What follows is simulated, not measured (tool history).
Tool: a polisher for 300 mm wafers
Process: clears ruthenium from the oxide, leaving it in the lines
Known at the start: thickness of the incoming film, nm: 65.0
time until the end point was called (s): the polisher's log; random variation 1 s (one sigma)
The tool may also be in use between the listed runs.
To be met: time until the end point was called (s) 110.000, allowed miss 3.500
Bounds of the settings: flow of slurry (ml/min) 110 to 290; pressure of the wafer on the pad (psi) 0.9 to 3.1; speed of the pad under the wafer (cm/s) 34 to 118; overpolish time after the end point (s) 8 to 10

run,day,flow of slurry (ml/min),pressure of the wafer on the pad (psi),speed of the pad under the wafer (cm/s),overpolish time after the end point (s),time until the end point was called (s)
1,0.000,185,2.0,76,10,65.918
2,0.129,180,1.7,76,10,78.457
3,0.421,180,2.1,76,10,63.189
4,0.500,155,2.1,76,10,64.336
5,0.604,155,1.7,76,10,78.434
6,0.946,155,1.7,92,10,64.700
7,1.079,155,1.5,90,10,76.145
8,1.200,155,1.3,90,10,87.494
9,1.392,155,1.3,90,10,86.421
10,1.683,155,1.2,90,10,94.966

Which of these 5 next moves meets every target?
A,1.975,225,1.0,78,8,?
B,1.975,190,1.0,88,8,?
C,1.975,180,1.1,76,10,?
D,1.975,140,1.0,88,10,?
E,1.975,215,1.3,62,9,?

move,time until the end point was called (s)
A,121.080
B,110.190
C,117.110
D,116.410
E,118.560
A: takes the result that was furthest off past its target
B: meets every target
C: takes the result that was furthest off past its target
D: takes the result that was furthest off past its target
E: takes the result that was furthest off past its target
The right move is B.
